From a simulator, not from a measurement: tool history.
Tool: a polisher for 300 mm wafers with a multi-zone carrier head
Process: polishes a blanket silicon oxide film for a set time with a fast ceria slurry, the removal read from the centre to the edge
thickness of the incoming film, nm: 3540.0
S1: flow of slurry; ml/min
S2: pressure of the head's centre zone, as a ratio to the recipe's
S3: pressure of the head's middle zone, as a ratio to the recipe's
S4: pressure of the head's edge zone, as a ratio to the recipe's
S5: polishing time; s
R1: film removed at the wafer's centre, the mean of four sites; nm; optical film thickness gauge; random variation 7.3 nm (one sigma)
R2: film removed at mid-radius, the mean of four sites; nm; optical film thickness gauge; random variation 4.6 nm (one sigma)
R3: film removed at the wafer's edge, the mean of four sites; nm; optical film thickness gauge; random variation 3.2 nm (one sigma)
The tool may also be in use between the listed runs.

run,hour,S1,S2,S3,S4,S5,R1,R2,R3
1,0.0,260,1.00,1.00,1.00,51,775.35,763.83,771.01
2,7.6,260,1.00,0.94,1.00,51,780.93,726.42,777.62
3,9.2,260,1.08,0.94,1.00,51,818.62,737.38,771.77
4,17.6,255,1.08,0.97,0.95,44,701.89,653.94,648.08
5,23.3,250,1.09,0.98,0.91,40,645.80,594.79,582.28
6,31.1,295,1.09,0.98,0.91,40,651.32,599.40,586.46
7,35.5,295,1.10,1.00,0.88,37,623.99,554.91,534.95
8,36.3,285,1.09,1.03,0.86,35,568.80,526.40,505.50
9,40.3,275,1.17,1.13,0.81,30,520.53,488.57,424.27
10,41.4,280,1.16,1.13,0.83,30,528.04,490.84,432.26
11,43.5,280,1.15,1.14,0.84,30,505.12,492.49,428.87

Forecast run 12:
12,51.7,285,1.16,1.14,0.85,30,?,?,?

{"run 12": {"R1": 527.88, "R2": 497.05, "R3": 430.42}}
